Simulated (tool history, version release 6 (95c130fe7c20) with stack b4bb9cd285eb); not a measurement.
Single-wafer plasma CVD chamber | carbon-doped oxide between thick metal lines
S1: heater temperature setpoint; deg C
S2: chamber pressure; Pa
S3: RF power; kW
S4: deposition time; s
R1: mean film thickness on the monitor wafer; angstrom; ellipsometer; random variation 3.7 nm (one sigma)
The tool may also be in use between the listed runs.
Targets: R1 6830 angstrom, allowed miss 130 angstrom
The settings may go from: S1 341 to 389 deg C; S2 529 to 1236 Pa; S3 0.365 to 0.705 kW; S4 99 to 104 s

run,day,S1,S2,S3,S4,R1
1,0,365,883,0.535,104,6177.1
2,0.229,364,895,0.54,104,6310.3
3,0.396,363,909,0.54,104,6224.6
4,0.504,363,909,0.54,99,6011.2
5,0.838,363,911,0.55,99,6041.9
6,1.088,369,911,0.55,99,5924.2
7,1.412,367,913,0.555,99,5992.8
8,1.592,365,916,0.565,99,6097.2
# day 1.8: capacitance manometer re-zeroed and calibrated
9,1.8,364,919,0.57,99,6182.6

4 next moves are on the table. One of them brings every result within its allowed miss. Which?
A,2.008,360,977,0.58,103,?
B,2.008,365,865,0.59,102,?
C,2.008,358,925,0.575,103,?
D,2.008,370,1052,0.635,102,?

move,R1
A,6606.1
B,6495.4
C,6563.6
D,6884.8
A: nearer than the last run, and not there yet
B: nearer than the last run, and not there yet
C: nearer than the last run, and not there yet
D: meets every target
Answer: D
